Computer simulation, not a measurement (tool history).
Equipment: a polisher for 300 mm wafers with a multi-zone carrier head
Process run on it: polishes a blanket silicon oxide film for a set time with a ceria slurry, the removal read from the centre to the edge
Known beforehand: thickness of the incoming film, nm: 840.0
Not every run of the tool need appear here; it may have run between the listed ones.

run	hour	flow of slurry (ml/min)	pressure of the head's centre zone	pressure of the head's middle zone	pressure of the head's edge zone	polishing time (s)	film removed at the wafer's centre (angstrom)	film removed at mid-radius (angstrom)	film removed at the wafer's edge (angstrom)
1	0.0	310	1.00	1.00	1.00	59	2437.4	2335.9	2402.6
2	0.7	345	1.00	1.00	1.00	59	2476.8	2392.8	2406.0
3	2.0	345	1.00	1.00	0.94	59	2475.9	2386.6	2354.5
4	4.9	395	1.00	1.00	0.94	59	2524.2	2387.6	2392.6
5	9.9	405	1.03	0.99	0.99	64	2787.1	2577.5	2629.8
6	13.5	405	1.05	0.98	1.02	68	2968.8	2747.6	2763.9

Run 7 has not been measured yet. What should we expect?
7	18.6	410	1.06	0.94	1.04	72	?	?	?

film removed at the wafer's centre (angstrom): 3310.4
film removed at mid-radius (angstrom): 2769.5
film removed at the wafer's edge (angstrom): 3027.5

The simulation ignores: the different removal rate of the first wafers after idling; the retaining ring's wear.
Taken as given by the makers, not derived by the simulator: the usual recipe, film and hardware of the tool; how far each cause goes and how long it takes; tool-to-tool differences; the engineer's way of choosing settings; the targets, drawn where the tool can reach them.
